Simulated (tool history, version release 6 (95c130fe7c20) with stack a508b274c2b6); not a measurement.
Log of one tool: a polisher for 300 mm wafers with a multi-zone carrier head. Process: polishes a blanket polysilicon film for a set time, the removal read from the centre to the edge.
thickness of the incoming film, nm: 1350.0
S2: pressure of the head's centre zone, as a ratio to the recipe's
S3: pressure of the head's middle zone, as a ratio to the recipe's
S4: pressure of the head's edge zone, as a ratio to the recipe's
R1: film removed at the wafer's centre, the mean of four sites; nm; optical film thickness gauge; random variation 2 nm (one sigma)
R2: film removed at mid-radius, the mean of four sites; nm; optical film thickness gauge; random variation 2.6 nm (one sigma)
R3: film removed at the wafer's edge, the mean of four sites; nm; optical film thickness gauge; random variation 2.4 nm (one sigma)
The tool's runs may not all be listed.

run 1 hour=0.0 | flow_of_slurry_(ml/min)=280 S2=1.00 S3=1.00 S4=1.00 polishing_time_(s)=33 | R1=310.61 R2=316.02 R3=310.84
run 2 hour=1.6 | flow_of_slurry_(ml/min)=280 S2=1.00 S3=1.00 S4=0.97 polishing_time_(s)=29 | R1=270.98 R2=275.06 R3=272.16
run 3 hour=8.9 | flow_of_slurry_(ml/min)=285 S2=1.01 S3=1.02 S4=0.94 polishing_time_(s)=26 | R1=246.74 R2=244.61 R3=239.06
run 4 hour=12.7 | flow_of_slurry_(ml/min)=285 S2=1.00 S3=1.04 S4=0.91 polishing_time_(s)=25 | R1=232.25 R2=247.14 R3=226.82
run 5 hour=21.0 | flow_of_slurry_(ml/min)=320 S2=1.00 S3=1.04 S4=0.91 polishing_time_(s)=25 | R1=235.81 R2=239.72 R3=221.79
run 6 hour=29.5 | flow_of_slurry_(ml/min)=330 S2=0.98 S3=1.03 S4=0.89 polishing_time_(s)=24 | R1=226.14 R2=228.17 R3=218.54
run 7 hour=34.9 | flow_of_slurry_(ml/min)=330 S2=0.98 S3=1.04 S4=0.88 polishing_time_(s)=23 | R1=213.55 R2=223.99 R3=210.03
run 8 hour=40.6 | flow_of_slurry_(ml/min)=335 S2=0.99 S3=1.04 S4=0.87 polishing_time_(s)=22 | R1=203.74 R2=217.15 R3=196.70
run 9 hour=43.1 | flow_of_slurry_(ml/min)=340 S2=1.00 S3=1.03 S4=0.86 polishing_time_(s)=22 | R1=206.05 R2=215.36 R3=199.05

Run 10 comes next. What will it give?
run 10 hour=47.8 | flow_of_slurry_(ml/min)=345 S2=1.01 S3=1.02 S4=0.85 polishing_time_(s)=22 | R1=? R2=? R3=?

{"run 10": {"R1": 207.82, "R2": 206.45, "R3": 200.83}}
